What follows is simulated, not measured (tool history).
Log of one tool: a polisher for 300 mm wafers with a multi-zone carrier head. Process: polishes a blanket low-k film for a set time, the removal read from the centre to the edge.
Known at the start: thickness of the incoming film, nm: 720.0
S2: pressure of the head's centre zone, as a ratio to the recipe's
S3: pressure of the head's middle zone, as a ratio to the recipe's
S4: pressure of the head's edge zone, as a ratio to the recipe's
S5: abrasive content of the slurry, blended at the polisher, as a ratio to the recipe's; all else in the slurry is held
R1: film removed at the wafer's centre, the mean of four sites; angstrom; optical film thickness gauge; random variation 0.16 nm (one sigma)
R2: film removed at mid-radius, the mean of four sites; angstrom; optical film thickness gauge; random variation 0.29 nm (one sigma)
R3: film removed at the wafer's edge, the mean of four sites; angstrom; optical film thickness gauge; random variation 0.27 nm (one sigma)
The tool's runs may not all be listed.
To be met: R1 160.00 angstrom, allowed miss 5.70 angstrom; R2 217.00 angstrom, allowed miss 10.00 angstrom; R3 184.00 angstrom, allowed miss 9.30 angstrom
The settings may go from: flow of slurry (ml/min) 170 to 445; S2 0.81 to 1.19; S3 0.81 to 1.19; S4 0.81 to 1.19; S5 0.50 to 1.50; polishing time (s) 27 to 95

Run 1, hour 0.0: flow of slurry (ml/min) 285, S2 1.00, S3 1.00, S4 1.00, S5 1.00, polishing time (s) 61. Result: R1 216.92 angstrom, R2 230.82 angstrom, R3 227.10 angstrom.
Run 2, hour 6.5: flow of slurry (ml/min) 285, S2 0.98, S3 1.01, S4 0.98, S5 0.95, polishing time (s) 61. Result: R1 206.24 angstrom, R2 222.53 angstrom, R3 216.62 angstrom.
Run 3, hour 8.0: flow of slurry (ml/min) 285, S2 0.98, S3 0.93, S4 0.98, S5 0.95, polishing time (s) 61. Result: R1 202.30 angstrom, R2 204.08 angstrom, R3 220.48 angstrom.
Run 4, hour 13.6: flow of slurry (ml/min) 285, S2 0.96, S3 0.95, S4 0.96, S5 0.95, polishing time (s) 61. Result: R1 205.42 angstrom, R2 210.60 angstrom, R3 219.43 angstrom.
Run 5, hour 21.2: flow of slurry (ml/min) 285, S2 0.94, S3 0.98, S4 0.96, S5 0.90, polishing time (s) 61. Result: R1 191.71 angstrom, R2 200.62 angstrom, R3 213.08 angstrom.
Run 6, hour 26.7: flow of slurry (ml/min) 285, S2 0.94, S3 0.98, S4 0.96, S5 0.90, polishing time (s) 76. Result: R1 238.32 angstrom, R2 260.64 angstrom, R3 256.43 angstrom.
Run 7, hour 32.4: flow of slurry (ml/min) 280, S2 0.92, S3 1.01, S4 0.95, S5 0.85, polishing time (s) 75. Result: R1 218.94 angstrom, R2 250.18 angstrom, R3 241.39 angstrom.
Run 8, hour 38.7: flow of slurry (ml/min) 275, S2 0.91, S3 1.03, S4 0.93, S5 0.80, polishing time (s) 75. Result: R1 210.90 angstrom, R2 247.47 angstrom, R3 237.32 angstrom.
Run 9, hour 42.8: flow of slurry (ml/min) 275, S2 0.91, S3 1.05, S4 0.92, S5 0.75, polishing time (s) 74. Result: R1 200.31 angstrom, R2 234.02 angstrom, R3 224.17 angstrom.
Run 10, hour 45.0: flow of slurry (ml/min) 275, S2 0.82, S3 1.15, S4 0.82, S5 0.55, polishing time (s) 73. Result: R1 136.14 angstrom, R2 191.61 angstrom, R3 158.55 angstrom.
Run 11, hour 53.9: flow of slurry (ml/min) 275, S2 0.83, S3 1.15, S4 0.84, S5 0.55, polishing time (s) 73. Result: R1 135.07 angstrom, R2 194.42 angstrom, R3 162.10 angstrom.
Run 12, hour 61.2: flow of slurry (ml/min) 280, S2 0.84, S3 1.15, S4 0.85, S5 0.55, polishing time (s) 73. Result: R1 140.39 angstrom, R2 189.54 angstrom, R3 165.75 angstrom.
Run 13, hour 66.0: flow of slurry (ml/min) 280, S2 0.84, S3 1.15, S4 0.85, S5 0.60, polishing time (s) 73. Result: R1 150.55 angstrom, R2 203.31 angstrom, R3 172.94 angstrom.
Run 14, hour 70.8: flow of slurry (ml/min) 280, S2 0.84, S3 1.16, S4 0.85, S5 0.60, polishing time (s) 73. Result: R1 151.95 angstrom, R2 214.98 angstrom, R3 174.97 angstrom.
Run 15, hour 71.4: flow of slurry (ml/min) 285, S2 0.84, S3 1.16, S4 0.85, S5 0.60, polishing time (s) 73. Result: R1 153.12 angstrom, R2 207.70 angstrom, R3 172.96 angstrom.
Run 16, hour 75.4: flow of slurry (ml/min) 285, S2 0.84, S3 1.16, S4 0.86, S5 0.60, polishing time (s) 73. Result: R1 152.59 angstrom, R2 211.95 angstrom, R3 175.20 angstrom.
Run 17, hour 80.3: flow of slurry (ml/min) 290, S2 0.84, S3 1.16, S4 0.86, S5 0.60, polishing time (s) 73. Result: R1 151.21 angstrom, R2 209.62 angstrom, R3 177.35 angstrom.
Run 18, hour 85.4: flow of slurry (ml/min) 295, S2 0.84, S3 1.16, S4 0.86, S5 0.60, polishing time (s) 73. Result: R1 150.45 angstrom, R2 212.62 angstrom, R3 176.84 angstrom.
Run 19, hour 86.5: flow of slurry (ml/min) 300, S2 0.85, S3 1.16, S4 0.86, S5 0.60, polishing time (s) 73. Result: R1 153.97 angstrom, R2 213.58 angstrom, R3 177.86 angstrom.
Run 20, hour 91.0: flow of slurry (ml/min) 305, S2 0.85, S3 1.16, S4 0.86, S5 0.60, polishing time (s) 73. Result: R1 151.92 angstrom, R2 208.04 angstrom, R3 178.15 angstrom.

5 next moves are on the table. One of them brings every result within its allowed miss. Which?
Run A, hour 95.5: flow of slurry (ml/min) 385, S2 0.81, S3 1.10, S4 0.90, S5 0.55, polishing time (s) 78. Result: R1 ?, R2 ?, R3 ?.
Run B, hour 95.5: flow of slurry (ml/min) 445, S2 0.81, S3 1.11, S4 0.99, S5 0.50, polishing time (s) 87. Result: R1 ?, R2 ?, R3 ?.
Run C, hour 95.5: flow of slurry (ml/min) 395, S2 0.84, S3 1.00, S4 0.96, S5 0.55, polishing time (s) 81. Result: R1 ?, R2 ?, R3 ?.
Run D, hour 95.5: flow of slurry (ml/min) 325, S2 0.86, S3 1.15, S4 0.88, S5 0.65, polishing time (s) 70. Result: R1 ?, R2 ?, R3 ?.
Run E, hour 95.5: flow of slurry (ml/min) 340, S2 0.81, S3 1.18, S4 0.93, S5 0.50, polishing time (s) 85. Result: R1 ?, R2 ?, R3 ?.

move      R1      R2      R3
   A  145.88  201.65  178.78
   B  148.64  206.84  188.13
   C  157.34  193.39  190.63
   D  160.11  216.58  183.78
   E  142.44  209.22  176.89
A: further off than the last run
B: further off than the last run
C: brings the result that was furthest off to its target, and leaves another outside
D: meets every target
E: further off than the last run
Move D is the one to make.

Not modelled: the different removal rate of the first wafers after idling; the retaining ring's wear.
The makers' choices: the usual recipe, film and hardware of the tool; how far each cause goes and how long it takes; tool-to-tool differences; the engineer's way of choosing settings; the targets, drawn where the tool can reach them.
